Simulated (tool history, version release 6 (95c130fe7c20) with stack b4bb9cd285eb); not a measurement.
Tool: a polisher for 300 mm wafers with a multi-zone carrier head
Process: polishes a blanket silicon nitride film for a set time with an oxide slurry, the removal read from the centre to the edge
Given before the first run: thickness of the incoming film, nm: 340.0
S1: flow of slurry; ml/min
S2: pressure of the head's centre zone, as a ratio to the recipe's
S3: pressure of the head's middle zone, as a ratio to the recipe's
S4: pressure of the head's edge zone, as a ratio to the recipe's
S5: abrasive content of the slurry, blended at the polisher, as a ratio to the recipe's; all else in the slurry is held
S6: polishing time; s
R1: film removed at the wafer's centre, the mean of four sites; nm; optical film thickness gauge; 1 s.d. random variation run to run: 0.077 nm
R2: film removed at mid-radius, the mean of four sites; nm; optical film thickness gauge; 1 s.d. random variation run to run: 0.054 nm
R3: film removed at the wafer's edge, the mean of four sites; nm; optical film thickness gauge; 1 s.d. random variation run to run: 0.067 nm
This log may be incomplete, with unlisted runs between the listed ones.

| run | hour | S1 | S2 | S3 | S4 | S5 | S6 | R1 | R2 | R3 |
|---|---|---|---|---|---|---|---|---|---|---|
| 1 | 0.0 | 310 | 1.00 | 1.00 | 1.00 | 1.00 | 38 | 18.1750 | 18.2600 | 17.9580 |
| 2 | 2.7 | 300 | 0.97 | 1.01 | 0.96 | 0.90 | 33 | 14.4080 | 14.8400 | 14.2270 |
| 3 | 9.3 | 300 | 0.97 | 1.01 | 1.01 | 0.90 | 33 | 14.0900 | 14.9220 | 14.3570 |
| 4 | 17.5 | 300 | 1.04 | 1.01 | 1.01 | 0.90 | 33 | 15.1710 | 14.7490 | 14.5560 |
| 5 | 18.3 | 290 | 1.00 | 1.02 | 0.98 | 0.80 | 30 | 11.8870 | 12.1420 | 11.8460 |
| 6 | 23.4 | 280 | 0.99 | 1.05 | 0.95 | 0.75 | 29 | 10.7940 | 11.4090 | 10.5920 |
| 7 | 31.2 | 260 | 0.97 | 1.06 | 0.93 | 0.70 | 29 | 9.5102 | 10.5380 | 9.6869 |
| 8 | 33.4 | 245 | 0.97 | 1.07 | 0.90 | 0.65 | 29 | 8.6520 | 9.5874 | 8.5624 |
| 9 | 37.0 | 230 | 0.96 | 1.07 | 0.89 | 0.65 | 29 | 8.5022 | 9.4603 | 8.4356 |
| 10 | 41.4 | 225 | 0.89 | 1.07 | 0.81 | 0.50 | 28 | 4.8113 | 5.9037 | 5.0282 |
| 11 | 44.7 | 215 | 0.91 | 1.09 | 0.84 | 0.50 | 27 | 4.8062 | 5.6892 | 4.8888 |
| 12 | 50.5 | 275 | 0.92 | 1.09 | 0.86 | 0.50 | 27 | 5.0370 | 5.9091 | 5.1378 |
| 13 | 52.5 | 255 | 0.94 | 1.11 | 0.90 | 0.50 | 27 | 4.9852 | 5.9221 | 5.1231 |
| 14 | 61.2 | 240 | 0.96 | 1.12 | 0.91 | 0.55 | 27 | 6.1510 | 7.1838 | 6.1979 |
| 15 | 65.8 | 230 | 0.97 | 1.13 | 0.93 | 0.55 | 27 | 6.2582 | 7.2436 | 6.2372 |

Run 16, settings as shown, results not yet in. Your forecast:
| 16 | 70.0 | 225 | 0.98 | 1.14 | 0.96 | 0.55 | 27 | ? | ? | ? |

R1: 6.3275 nm
R2: 7.2087 nm
R3: 6.1826 nm
